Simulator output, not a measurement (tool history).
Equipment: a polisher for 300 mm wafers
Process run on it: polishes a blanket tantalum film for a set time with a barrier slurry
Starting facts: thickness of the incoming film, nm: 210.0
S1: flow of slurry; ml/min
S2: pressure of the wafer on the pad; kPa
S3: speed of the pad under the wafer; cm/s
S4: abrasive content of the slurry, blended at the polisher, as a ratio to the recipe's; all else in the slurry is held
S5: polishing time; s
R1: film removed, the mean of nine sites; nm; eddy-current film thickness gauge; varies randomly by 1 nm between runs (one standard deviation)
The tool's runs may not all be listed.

run  hour   S1   S2   S3    S4  S5      R1
  1     0  160  9.7  116     1  35  56.308
  2   8.7  160  9.7  116  0.85  35  54.934
  3  13.6  160  9.7  116   0.7  35  53.602
  4  19.2  165   11  116   0.7  35  59.611
  5  25.6  165   11  116   0.6  35  60.294
  6  28.3  165   11  116   0.5  35  57.649

Run 7 has not been measured yet. What should we expect?
  7  35.9  165  11.7  118  0.5  35   ?

R1: 63.269 nm
